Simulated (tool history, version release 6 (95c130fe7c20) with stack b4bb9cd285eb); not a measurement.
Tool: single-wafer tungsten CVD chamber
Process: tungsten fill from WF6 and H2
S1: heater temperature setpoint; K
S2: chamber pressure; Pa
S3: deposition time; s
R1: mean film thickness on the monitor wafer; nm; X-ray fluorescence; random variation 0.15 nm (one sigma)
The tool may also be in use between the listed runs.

{"run": 1, "hour": 0.0, "S1": 658.15, "S2": 4986, "S3": 17.9, "R1": 39.666}
{"run": 2, "hour": 6.7, "S1": 656.15, "S2": 4973, "S3": 17.9, "R1": 38.594}
{"run": 3, "hour": 10.4, "S1": 648.15, "S2": 4973, "S3": 17.9, "R1": 32.917}
{"run": 4, "hour": 13.5, "S1": 649.15, "S2": 4973, "S3": 17.9, "R1": 33.496}
{"run": 5, "hour": 14.3, "S1": 650.15, "S2": 4973, "S3": 17.9, "R1": 34.156}
{"run": 6, "hour": 20.1, "S1": 650.15, "S2": 4280, "S3": 17.9, "R1": 32.749}
{"hour": 21.0, "done": "thermocouple changed; heater temperature recalibrated"}
{"run": 7, "hour": 21.0, "S1": 656.15, "S2": 4333, "S3": 17.9, "R1": 40.889}
{"run": 8, "hour": 25.4, "S1": 655.15, "S2": 4333, "S3": 17.9, "R1": 40.403}
{"run": 9, "hour": 32.4, "S1": 653.15, "S2": 4346, "S3": 17.9, "R1": 38.443}

Run 10 comes next. What will it give?
{"run": 10, "hour": 40.6, "S1": 652.15, "S2": 4360, "S3": 17.9, "R1": "?"}

{"run 10": {"R1": 37.963}}

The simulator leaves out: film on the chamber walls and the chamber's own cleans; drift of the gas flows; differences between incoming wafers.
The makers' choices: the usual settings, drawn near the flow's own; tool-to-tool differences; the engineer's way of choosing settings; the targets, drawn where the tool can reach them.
